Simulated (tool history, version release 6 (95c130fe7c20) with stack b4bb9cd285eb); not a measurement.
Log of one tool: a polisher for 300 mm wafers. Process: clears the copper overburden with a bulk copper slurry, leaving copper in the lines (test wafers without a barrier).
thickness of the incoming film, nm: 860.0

run	hour	flow of slurry (ml/min)	pressure of the wafer on the pad (psi)	speed of the pad under the wafer (cm/s)	abrasive content of the slurry	overpolish time after the end point (s)	time until the end point was called (s)	dishing of a wide line in a test structure (Å)
1	0	245	3.3	106	1	17	68.9	637.36
2	8.6	245	3.3	116	1	17	64.525	662.18
3	15.6	245	3.3	116	1	10	62.514	551.53
4	22.8	245	3.7	116	1	10	56.21	595.98
5	28.4	245	4	118	1	9	51.914	600.37
6	33.3	245	4	92	1	9	65.432	533.11
7	38.6	245	4.4	96	1	9	58.775	586.17

Run 8 comes next. What will it give?
8	39.3	245	4.6	102	1	8	?	?

time until the end point was called (s): 52.139
dishing of a wide line in a test structure (Å): 574.04
